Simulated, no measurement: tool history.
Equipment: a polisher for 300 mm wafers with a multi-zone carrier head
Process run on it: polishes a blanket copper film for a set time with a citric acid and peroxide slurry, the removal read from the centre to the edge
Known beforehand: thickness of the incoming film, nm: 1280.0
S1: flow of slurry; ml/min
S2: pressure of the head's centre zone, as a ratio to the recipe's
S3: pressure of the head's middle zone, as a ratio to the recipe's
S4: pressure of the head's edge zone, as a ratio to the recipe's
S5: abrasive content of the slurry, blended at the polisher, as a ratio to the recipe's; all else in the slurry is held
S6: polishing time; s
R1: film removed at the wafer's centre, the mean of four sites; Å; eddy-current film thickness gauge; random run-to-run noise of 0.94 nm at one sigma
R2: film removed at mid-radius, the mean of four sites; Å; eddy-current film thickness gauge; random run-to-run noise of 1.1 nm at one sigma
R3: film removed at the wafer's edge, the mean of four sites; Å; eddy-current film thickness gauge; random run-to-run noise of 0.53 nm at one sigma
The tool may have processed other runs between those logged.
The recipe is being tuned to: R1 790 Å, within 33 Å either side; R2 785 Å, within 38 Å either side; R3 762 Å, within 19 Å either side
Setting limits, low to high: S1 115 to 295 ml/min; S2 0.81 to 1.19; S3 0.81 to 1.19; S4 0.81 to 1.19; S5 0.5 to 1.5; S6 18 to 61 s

{"run": 1, "hour": 0.0, "S1": 190, "S2": 1, "S3": 1, "S4": 1, "S5": 1, "S6": 39, "R1": 1087.3, "R2": 1183.8, "R3": 1206}
{"run": 2, "hour": 0.6, "S1": 190, "S2": 1, "S3": 1, "S4": 1, "S5": 1.15, "S6": 39, "R1": 1127.6, "R2": 1227.6, "R3": 1265.6}
{"run": 3, "hour": 6.9, "S1": 190, "S2": 1, "S3": 0.92, "S4": 1, "S5": 1.15, "S6": 39, "R1": 1137.6, "R2": 1177, "R3": 1256.4}
{"run": 4, "hour": 13.8, "S1": 185, "S2": 1.01, "S3": 0.92, "S4": 0.96, "S5": 1, "S6": 37, "R1": 1034.9, "R2": 1054.1, "R3": 1122.8}
{"run": 5, "hour": 18.0, "S1": 225, "S2": 1.01, "S3": 0.92, "S4": 0.96, "S5": 1, "S6": 37, "R1": 1091.4, "R2": 1088.4, "R3": 1151.1}
{"run": 6, "hour": 23.8, "S1": 220, "S2": 1.02, "S3": 0.93, "S4": 0.92, "S5": 0.9, "S6": 35, "R1": 985.34, "R2": 1015.6, "R3": 1036.9}
{"run": 7, "hour": 31.7, "S1": 215, "S2": 1.04, "S3": 0.93, "S4": 0.89, "S5": 0.8, "S6": 34, "R1": 958.24, "R2": 943.26, "R3": 961.09}
{"run": 8, "hour": 39.1, "S1": 205, "S2": 1.04, "S3": 0.94, "S4": 0.87, "S5": 0.7, "S6": 33, "R1": 896.53, "R2": 902.3, "R3": 881.85}
{"run": 9, "hour": 48.1, "S1": 190, "S2": 1.04, "S3": 0.93, "S4": 0.85, "S5": 0.65, "S6": 33, "R1": 860.18, "R2": 869.5, "R3": 852.61}
{"run": 10, "hour": 52.4, "S1": 180, "S2": 1.05, "S3": 0.93, "S4": 0.84, "S5": 0.6, "S6": 33, "R1": 861.63, "R2": 851.6, "R3": 831.97}
{"run": 11, "hour": 59.2, "S1": 175, "S2": 1.05, "S3": 0.93, "S4": 0.83, "S5": 0.55, "S6": 33, "R1": 803.71, "R2": 835.19, "R3": 809.24}
{"run": 12, "hour": 64.4, "S1": 170, "S2": 1.06, "S3": 0.93, "S4": 0.82, "S5": 0.55, "S6": 33, "R1": 842.05, "R2": 827.12, "R3": 793.23}
{"run": 13, "hour": 65.0, "S1": 160, "S2": 1.06, "S3": 0.93, "S4": 0.82, "S5": 0.55, "S6": 33, "R1": 816.55, "R2": 796.53, "R3": 794.82}
{"hour": 66.2, "done": "centre zone pressure recalibrated"}
{"run": 14, "hour": 66.2, "S1": 160, "S2": 1.06, "S3": 0.94, "S4": 0.82, "S5": 0.55, "S6": 33, "R1": 939.33, "R2": 817.14, "R3": 793.61}
{"run": 15, "hour": 71.2, "S1": 160, "S2": 1.05, "S3": 0.94, "S4": 0.82, "S5": 0.55, "S6": 33, "R1": 902.2, "R2": 820.65, "R3": 795.54}
{"run": 16, "hour": 77.6, "S1": 160, "S2": 1.05, "S3": 0.94, "S4": 0.82, "S5": 0.55, "S6": 33, "R1": 914.67, "R2": 810.12, "R3": 792.78}
{"run": 17, "hour": 82.9, "S1": 165, "S2": 1.05, "S3": 0.93, "S4": 0.82, "S5": 0.55, "S6": 33, "R1": 918.87, "R2": 814.68, "R3": 801.29}
{"run": 18, "hour": 84.1, "S1": 165, "S2": 1.07, "S3": 0.93, "S4": 0.82, "S5": 0.55, "S6": 33, "R1": 939.35, "R2": 808.87, "R3": 782.18}
{"run": 19, "hour": 92.3, "S1": 170, "S2": 1.07, "S3": 0.93, "S4": 0.82, "S5": 0.55, "S6": 33, "R1": 949.49, "R2": 804.88, "R3": 798.71}
{"run": 20, "hour": 97.4, "S1": 165, "S2": 1.06, "S3": 0.93, "S4": 0.82, "S5": 0.55, "S6": 33, "R1": 915.39, "R2": 807.44, "R3": 791.55}
{"run": 21, "hour": 104.3, "S1": 165, "S2": 1.05, "S3": 0.93, "S4": 0.82, "S5": 0.55, "S6": 33, "R1": 926.73, "R2": 807.71, "R3": 795.21}
{"run": 22, "hour": 108.0, "S1": 135, "S2": 0.95, "S3": 0.96, "S4": 0.82, "S5": 0.5, "S6": 32, "R1": 754.94, "R2": 772.29, "R3": 734.79}
{"run": 23, "hour": 115.8, "S1": 135, "S2": 0.96, "S3": 0.96, "S4": 0.83, "S5": 0.5, "S6": 32, "R1": 752.36, "R2": 741.15, "R3": 740.1}
{"run": 24, "hour": 124.1, "S1": 140, "S2": 0.97, "S3": 0.96, "S4": 0.83, "S5": 0.5, "S6": 32, "R1": 754.18, "R2": 754.75, "R3": 729}

Consider the 4 candidate settings below. Which is the only one whose results all fall within their allowed miss of target?
{"run": "A", "hour": 132.4, "S1": 115, "S2": 1.02, "S3": 0.96, "S4": 0.81, "S5": 0.55, "S6": 32, "R1": "?", "R2": "?", "R3": "?"}
{"run": "B", "hour": 132.4, "S1": 140, "S2": 0.82, "S3": 1.05, "S4": 0.83, "S5": 0.55, "S6": 34, "R1": "?", "R2": "?", "R3": "?"}
{"run": "C", "hour": 132.4, "S1": 115, "S2": 1.13, "S3": 0.9, "S4": 0.81, "S5": 0.55, "S6": 32, "R1": "?", "R2": "?", "R3": "?"}
{"run": "D", "hour": 132.4, "S1": 180, "S2": 0.96, "S3": 0.95, "S4": 0.84, "S5": 0.6, "S6": 30, "R1": "?", "R2": "?", "R3": "?"}

move=A R1=782.08 R2=758.15 R3=728.6
move=B R1=703.84 R2=911.39 R3=807.65
move=C R1=866.68 R2=717.99 R3=729.19
move=D R1=784.63 R2=791.47 R3=758.91
A: neither nearer nor further off than the last run
B: takes the biggest miss from the last run beyond its target
C: moves away from the targets compared with the last run
D: each result inside its tolerance
Answer: D
